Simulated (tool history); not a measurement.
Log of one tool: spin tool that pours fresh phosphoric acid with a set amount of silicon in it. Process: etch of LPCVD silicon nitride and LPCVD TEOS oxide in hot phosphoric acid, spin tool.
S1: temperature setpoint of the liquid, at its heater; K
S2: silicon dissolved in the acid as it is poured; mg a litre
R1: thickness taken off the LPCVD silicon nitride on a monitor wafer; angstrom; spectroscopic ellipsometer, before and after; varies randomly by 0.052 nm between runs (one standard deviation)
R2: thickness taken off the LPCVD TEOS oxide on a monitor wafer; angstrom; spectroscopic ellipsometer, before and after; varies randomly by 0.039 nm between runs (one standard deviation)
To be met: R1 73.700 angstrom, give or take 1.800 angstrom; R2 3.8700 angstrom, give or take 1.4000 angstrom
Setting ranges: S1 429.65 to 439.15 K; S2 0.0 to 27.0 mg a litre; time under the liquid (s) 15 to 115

{"run": 1, "hour": 0.0, "S1": 434.15, "S2": 12.0, "time under the liquid (s)": 60, "R1": 59.837, "R2": 2.2692}
{"run": 2, "hour": 5.7, "S1": 435.65, "S2": 10.0, "time under the liquid (s)": 60, "R1": 62.708, "R2": 3.0492}
{"run": 3, "hour": 7.7, "S1": 435.65, "S2": 10.0, "time under the liquid (s)": 40, "R1": 41.994, "R2": 2.2978}
{"run": 4, "hour": 15.0, "S1": 436.15, "S2": 11.0, "time under the liquid (s)": 50, "R1": 52.738, "R2": 2.6611}
{"run": 5, "hour": 16.3, "S1": 436.15, "S2": 11.0, "time under the liquid (s)": 35, "R1": 37.431, "R2": 1.721}
{"run": 6, "hour": 17.3, "S1": 436.65, "S2": 11.0, "time under the liquid (s)": 45, "R1": 49.593, "R2": 2.3746}
{"run": 7, "hour": 22.8, "S1": 437.65, "S2": 10.5, "time under the liquid (s)": 50, "R1": 56.866, "R2": 2.3697}
{"run": 8, "hour": 26.2, "S1": 438.15, "S2": 8.0, "time under the liquid (s)": 55, "R1": 63.154, "R2": 2.9662}
{"run": 9, "hour": 33.2, "S1": 438.15, "S2": 6.5, "time under the liquid (s)": 55, "R1": 63.124, "R2": 3.4789}
{"run": 10, "hour": 35.5, "S1": 438.65, "S2": 6.5, "time under the liquid (s)": 55, "R1": 63.003, "R2": 2.9801}
{"run": 11, "hour": 43.2, "S1": 438.65, "S2": 5.5, "time under the liquid (s)": 60, "R1": 70.141, "R2": 4.1735}
{"run": 12, "hour": 45.1, "S1": 439.15, "S2": 9.0, "time under the liquid (s)": 65, "R1": 77.721, "R2": 4.0417}
{"run": 13, "hour": 48.9, "S1": 438.65, "S2": 9.0, "time under the liquid (s)": 65, "R1": 75.47, "R2": 4.0457}
{"run": 14, "hour": 49.5, "S1": 438.65, "S2": 9.5, "time under the liquid (s)": 65, "R1": 76.47, "R2": 4.1454}

Next run, 4 choices. One meets every target within its allowed miss, the rest don't. Which?
{"run": "A", "hour": 50.1, "S1": 438.65, "S2": 27.0, "time under the liquid (s)": 70, "R1": "?", "R2": "?"}
{"run": "B", "hour": 50.1, "S1": 437.65, "S2": 2.5, "time under the liquid (s)": 70, "R1": "?", "R2": "?"}
{"run": "C", "hour": 50.1, "S1": 438.15, "S2": 0.0, "time under the liquid (s)": 65, "R1": "?", "R2": "?"}
{"run": "D", "hour": 50.1, "S1": 438.65, "S2": 20.5, "time under the liquid (s)": 70, "R1": "?", "R2": "?"}

move=A R1=81.808 R2=2.7005
move=B R1=79.167 R2=4.7098
move=C R1=74.730 R2=4.7508
move=D R1=81.808 R2=3.3274
A: lands further from the targets than the last run did
B: lands further from the targets than the last run did
C: in spec on every target
D: lands further from the targets than the last run did
The right move is C.
